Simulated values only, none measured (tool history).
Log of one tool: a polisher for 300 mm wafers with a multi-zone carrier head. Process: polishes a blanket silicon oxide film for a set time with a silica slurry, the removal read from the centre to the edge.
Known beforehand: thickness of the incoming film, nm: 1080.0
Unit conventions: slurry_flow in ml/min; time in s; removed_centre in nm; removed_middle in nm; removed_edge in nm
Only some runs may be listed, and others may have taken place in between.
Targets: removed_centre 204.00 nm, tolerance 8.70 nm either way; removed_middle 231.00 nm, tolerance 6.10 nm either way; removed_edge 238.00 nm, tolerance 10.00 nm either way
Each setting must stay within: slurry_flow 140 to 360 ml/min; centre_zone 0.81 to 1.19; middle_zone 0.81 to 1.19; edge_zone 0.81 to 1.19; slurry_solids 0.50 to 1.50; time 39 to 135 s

| run | day | slurry_flow | centre_zone | middle_zone | edge_zone | slurry_solids | time | removed_centre | removed_middle | removed_edge |
|---|---|---|---|---|---|---|---|---|---|---|
| 1 | 0.000 | 230 | 1.00 | 1.00 | 1.00 | 1.00 | 87 | 259.97 | 278.01 | 283.94 |
| 2 | 0.283 | 230 | 1.00 | 1.00 | 1.00 | 0.80 | 87 | 240.34 | 257.52 | 260.58 |
| 3 | 0.421 | 225 | 0.99 | 0.99 | 0.99 | 0.80 | 87 | 237.71 | 254.39 | 256.64 |
| 4 | 0.688 | 225 | 0.99 | 0.99 | 0.99 | 0.80 | 70 | 188.99 | 205.16 | 209.01 |
| 5 | 1.038 | 225 | 0.99 | 0.99 | 1.05 | 0.80 | 70 | 187.72 | 202.05 | 211.29 |
| 6 | 1.138 | 205 | 0.99 | 0.99 | 1.05 | 0.80 | 70 | 186.35 | 200.89 | 216.08 |
| 7 | 1.362 | 205 | 0.99 | 0.99 | 1.05 | 0.80 | 70 | 190.78 | 204.76 | 214.07 |
| 8 | 1.692 | 205 | 0.99 | 1.00 | 1.06 | 0.80 | 70 | 186.85 | 204.74 | 214.39 |
| 9 | 1.992 | 205 | 0.99 | 1.01 | 1.07 | 0.80 | 70 | 186.04 | 205.85 | 211.78 |
|  | 2.362 | centre zone pressure recalibrated |
| 10 | 2.362 | 205 | 0.99 | 1.01 | 1.07 | 0.80 | 70 | 200.81 | 206.36 | 218.07 |
| 11 | 2.538 | 205 | 0.98 | 1.02 | 1.07 | 0.80 | 70 | 199.95 | 208.76 | 212.71 |
| 12 | 2.675 | 205 | 0.97 | 1.01 | 1.06 | 0.85 | 70 | 204.20 | 210.81 | 215.20 |
| 13 | 2.762 | 205 | 0.99 | 1.02 | 1.06 | 0.85 | 70 | 212.32 | 211.90 | 212.56 |

Next run, 5 choices. One meets every target within its allowed miss, the rest don't. Which?
| A | 2.850 | 175 | 1.08 | 1.04 | 1.09 | 1.10 | 65 | ? | ? | ? |
| B | 2.850 | 270 | 0.85 | 0.95 | 0.95 | 0.55 | 92 | ? | ? | ? |
| C | 2.850 | 245 | 0.97 | 1.01 | 1.05 | 0.80 | 77 | ? | ? | ? |
| D | 2.850 | 210 | 0.97 | 1.15 | 0.97 | 1.00 | 70 | ? | ? | ? |
| E | 2.850 | 295 | 1.07 | 0.91 | 1.02 | 1.00 | 62 | ? | ? | ? |

| move | removed_centre | removed_middle | removed_edge |
|---|---|---|---|
| A | 229.59 | 214.66 | 219.80 |
| B | 208.06 | 228.61 | 233.37 |
| C | 227.00 | 229.84 | 234.42 |
| D | 220.06 | 249.20 | 219.39 |
| E | 223.28 | 187.32 | 205.05 |
A: an improvement on the last run, though not all results are within tolerance
B: all results land within tolerance of their targets
C: brings the result that was furthest off to its target, and leaves another outside
D: moves the result that the last run missed by most past its target, out the other side
E: further off than the last run
Answer: B
